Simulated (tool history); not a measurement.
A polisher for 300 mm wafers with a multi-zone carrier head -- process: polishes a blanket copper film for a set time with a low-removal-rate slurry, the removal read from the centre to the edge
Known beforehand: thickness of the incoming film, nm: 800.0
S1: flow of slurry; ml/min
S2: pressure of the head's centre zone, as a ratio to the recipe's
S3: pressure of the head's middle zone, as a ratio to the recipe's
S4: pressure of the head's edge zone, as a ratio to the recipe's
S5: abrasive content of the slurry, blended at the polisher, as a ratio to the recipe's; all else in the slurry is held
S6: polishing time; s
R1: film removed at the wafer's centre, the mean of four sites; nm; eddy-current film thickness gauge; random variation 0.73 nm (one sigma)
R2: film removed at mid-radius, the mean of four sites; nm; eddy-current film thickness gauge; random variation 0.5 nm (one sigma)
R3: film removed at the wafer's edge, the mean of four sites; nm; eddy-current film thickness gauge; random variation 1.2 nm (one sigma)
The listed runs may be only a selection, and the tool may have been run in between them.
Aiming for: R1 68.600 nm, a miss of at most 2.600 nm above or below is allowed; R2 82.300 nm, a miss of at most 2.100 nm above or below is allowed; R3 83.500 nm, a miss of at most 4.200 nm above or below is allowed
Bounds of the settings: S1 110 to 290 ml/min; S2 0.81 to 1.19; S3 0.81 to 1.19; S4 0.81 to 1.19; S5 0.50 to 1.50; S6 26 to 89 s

run	hour	S1	S2	S3	S4	S5	S6	R1	R2	R3
1	0.0	185	1.00	1.00	1.00	1.00	57	92.684	93.873	91.799
2	2.6	185	0.96	1.00	1.00	1.00	57	90.280	93.080	93.546
3	11.6	180	0.94	1.01	1.00	0.95	57	86.274	92.857	91.381
4	13.5	135	0.94	1.01	1.00	0.95	57	81.054	86.612	86.161
5	15.7	135	0.93	1.01	1.00	0.95	57	79.754	87.570	86.362
6	19.6	135	0.92	1.01	1.00	0.95	57	79.743	86.758	87.124
7	23.5	135	0.91	1.01	1.00	0.95	57	78.366	86.832	88.256
8	32.3	135	0.90	1.01	1.00	0.95	57	76.298	87.630	85.479
9	34.3	135	0.89	1.01	1.00	0.95	57	76.157	87.278	90.123

Below are 4 possible settings for the next run. Only one of them brings all results inside the allowed miss of their targets. Which is it?
A	36.3	110	0.96	1.15	0.97	0.85	52	?	?	?
B	36.3	165	0.91	0.96	0.93	0.95	51	?	?	?
C	36.3	110	0.98	1.04	0.88	1.05	54	?	?	?
D	36.3	110	0.86	1.02	0.99	1.05	55	?	?	?

move	R1	R2	R3
A	68.494	81.365	71.739
B	73.378	77.990	76.509
C	76.877	82.136	75.545
D	68.628	82.330	81.316
A: the furthest-off result lands on target, but another misses its tolerance
B: an improvement on the last run, though not all results are within tolerance
C: the biggest miss grows against the last run
D: all results in spec
The move that meets every target is D.

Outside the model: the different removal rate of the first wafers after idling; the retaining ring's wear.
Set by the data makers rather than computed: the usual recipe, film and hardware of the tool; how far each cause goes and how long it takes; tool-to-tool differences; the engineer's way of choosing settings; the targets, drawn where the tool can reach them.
